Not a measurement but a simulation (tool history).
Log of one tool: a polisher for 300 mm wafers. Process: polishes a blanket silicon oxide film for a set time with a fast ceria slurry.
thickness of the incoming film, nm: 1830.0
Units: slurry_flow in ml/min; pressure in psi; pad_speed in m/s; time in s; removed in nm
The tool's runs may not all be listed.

| run | hour | slurry_flow | pressure | pad_speed | time | removed |
|---|---|---|---|---|---|---|
| 1 | 0 | 265 | 2.6 | 1.28 | 19 | 422.07 |
| 2 | 6.1 | 305 | 2.6 | 1.28 | 19 | 433.07 |
| 3 | 11.9 | 240 | 2.6 | 1.28 | 19 | 422.26 |
| 4 | 15.7 | 245 | 2.8 | 1.28 | 19 | 449.81 |
| 5 | 19 | 255 | 3 | 1.28 | 19 | 486.56 |
| 6 | 26.4 | 255 | 3 | 1.28 | 17 | 438.06 |
| 7 | 31.7 | 260 | 3.1 | 1.3 | 17 | 460.26 |
| 8 | 34.4 | 260 | 3.2 | 1.32 | 17 | 480.17 |
| 9 | 38.1 | 260 | 3.3 | 1.34 | 17 | 501.79 |
| 10 | 45.3 | 295 | 4 | 1.38 | 17 | 637.46 |

Forecast run 11:
| 11 | 48.3 | 295 | 4 | 1.4 | 17 | ? |

Run 11 gave removed 639.58 nm.

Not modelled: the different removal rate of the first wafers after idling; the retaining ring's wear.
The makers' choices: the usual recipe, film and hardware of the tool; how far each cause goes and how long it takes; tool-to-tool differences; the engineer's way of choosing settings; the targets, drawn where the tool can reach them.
